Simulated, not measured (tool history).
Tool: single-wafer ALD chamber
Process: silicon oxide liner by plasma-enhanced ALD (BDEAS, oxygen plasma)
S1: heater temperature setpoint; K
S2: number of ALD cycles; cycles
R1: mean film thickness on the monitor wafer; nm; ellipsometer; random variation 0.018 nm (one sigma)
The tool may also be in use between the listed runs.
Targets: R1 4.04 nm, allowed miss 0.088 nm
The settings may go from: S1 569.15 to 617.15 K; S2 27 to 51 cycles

| run | hour | S1 | S2 | R1 |
|---|---|---|---|---|
| 1 | 0 | 593.15 | 39 | 3.3998 |
| 2 | 1.3 | 593.15 | 40 | 3.5312 |
| 3 | 4.3 | 593.15 | 41 | 3.6168 |
| 4 | 11.3 | 601.15 | 41 | 3.5582 |
| 5 | 18.5 | 601.15 | 42 | 3.6373 |
| 6 | 21.4 | 600.15 | 42 | 3.6268 |
| 7 | 26.1 | 599.15 | 42 | 3.653 |
| 8 | 26.8 | 598.15 | 42 | 3.6473 |
| 9 | 33.7 | 598.15 | 43 | 3.7813 |
| 10 | 41.2 | 597.15 | 43 | 3.7505 |
| 11 | 47.5 | 596.15 | 45 | 3.9339 |

Which of these 5 next moves meets every target?
| A | 53.8 | 596.15 | 43 | ? |
| B | 53.8 | 597.15 | 46 | ? |
| C | 53.8 | 607.15 | 44 | ? |
| D | 53.8 | 599.15 | 43 | ? |
| E | 53.8 | 601.15 | 45 | ? |

| move | R1 |
|---|---|
| A | 3.7476 |
| B | 4.0024 |
| C | 3.7652 |
| D | 3.7291 |
| E | 3.8896 |
A: further off than the last run
B: meets every target
C: further off than the last run
D: further off than the last run
E: further off than the last run
Answer: B
